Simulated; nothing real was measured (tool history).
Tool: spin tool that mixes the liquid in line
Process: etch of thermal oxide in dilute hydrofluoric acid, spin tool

| run | day | temperature setpoint of the liquid (°C) | parts of water to one part of 49 % hydrofluoric acid (parts by volume) | time under the liquid (s) | thickness taken off the thermal oxide on a monitor wafer (nm) |
|---|---|---|---|---|---|
| 1 | 0 | 23 | 140 | 75 | 2.1648 |
| 2 | 0.192 | 26 | 140 | 75 | 2.4316 |
| 3 | 0.529 | 23 | 140 | 75 | 2.1771 |
| 4 | 0.804 | 23 | 105 | 75 | 2.9907 |
| 5 | 1.133 | 21.5 | 115 | 75 | 2.5408 |
| 6 | 1.175 | 21.5 | 85 | 75 | 3.5202 |
| 7 | 1.429 | 20.5 | 100 | 75 | 2.8615 |
| 8 | 1.567 | 19.5 | 110 | 75 | 2.473 |
| 9 | 1.946 | 19 | 115 | 75 | 2.289 |
| 10 | 2.104 | 18.5 | 120 | 75 | 2.1395 |

Run 11 has not been measured yet. What should we expect?
| 11 | 2.142 | 18 | 125 | 75 | ? |

{"run 11": {"thickness taken off the thermal oxide on a monitor wafer (nm)": 1.9967}}
